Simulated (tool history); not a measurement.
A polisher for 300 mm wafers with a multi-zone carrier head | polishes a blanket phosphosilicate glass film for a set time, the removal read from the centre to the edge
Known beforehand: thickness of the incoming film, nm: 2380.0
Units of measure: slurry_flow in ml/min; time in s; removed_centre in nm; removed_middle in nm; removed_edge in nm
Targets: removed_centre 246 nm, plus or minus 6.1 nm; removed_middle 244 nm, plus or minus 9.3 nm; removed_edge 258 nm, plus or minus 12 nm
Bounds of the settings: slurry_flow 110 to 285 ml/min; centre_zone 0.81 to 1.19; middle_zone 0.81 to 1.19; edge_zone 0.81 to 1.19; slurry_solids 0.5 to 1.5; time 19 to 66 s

run  hour  slurry_flow  centre_zone  middle_zone  edge_zone  slurry_solids  time  removed_centre  removed_middle  removed_edge
  1     0          180            1            1          1              1    42          533.65           522.6        518.52
  2   6.9          180            1            1          1              1    34          428.01          431.29        435.29
  3  12.8          210            1            1          1              1    34          435.68          431.09        427.13
  4  14.1          210            1            1          1              1    41          532.03           518.5        529.89
  5  17.8          195         0.97         0.95       0.97           0.85    37          410.67          405.54        426.27
  6  25.2          195         0.97         0.93       0.93           0.75    34          354.09           340.5        349.22
  7  28.6          190         0.94          0.9        0.9            0.7    33          312.01          304.12        318.27
  8  31.6          185         0.92         0.88       0.87           0.65    33          284.24             282        294.27
  9  39.2          175         0.91         0.87       0.85           0.65    33          281.38          273.25        284.24
 10  45.6          165         0.89         0.86       0.84           0.65    33          276.14          268.82        284.33
 11  51.7          155         0.86         0.86       0.81            0.5    32          202.46          206.85           215
 12    57          205         0.86         0.85       0.87            0.5    31          207.11          204.61        219.74
 13  64.7          195         0.89         0.87       0.89            0.5    31          213.41          209.33        224.46
 14  70.7          245         0.97         0.97       0.99            0.6    30          270.67          267.67         272.8
 15  74.4          245         0.96         0.96       0.98            0.6    30          265.39          268.66        272.66
 16  76.4          245         0.95         0.94       0.97            0.6    30          266.83          256.08        271.66
 17  82.1          240         0.94         0.94       0.96            0.6    30          261.42          264.35        269.37
 18  84.6          230         0.94         0.93       0.96            0.6    30           259.9          254.09        269.78

5 next moves are on the table. One of them brings every result within its allowed miss. Which?
  A  87.1          220         0.97         0.81       1.07           0.55    34               ?               ?             ?
  B  87.1          155         0.96         0.94       1.01            0.5    35               ?               ?             ?
  C  87.1          230         0.83         0.81       1.05            0.9    24               ?               ?             ?
  D  87.1          275         0.95         0.99       1.03           0.85    23               ?               ?             ?
  E  87.1          195         0.82         0.81       0.88           0.65    31               ?               ?             ?

move  removed_centre  removed_middle  removed_edge
   A          281.04          238.52        295.72
   B           247.4           241.2           260
   C          245.47          243.83        298.84
   D          266.47          271.67        277.43
   E          244.86          246.92        279.75
A: the biggest miss grows against the last run
B: all results in spec
C: the worst result of the last run now meets its target, but another is out of spec
D: the biggest miss grows against the last run
E: the worst result of the last run now meets its target, but another is out of spec
So the answer is move B, the one that meets all the targets.
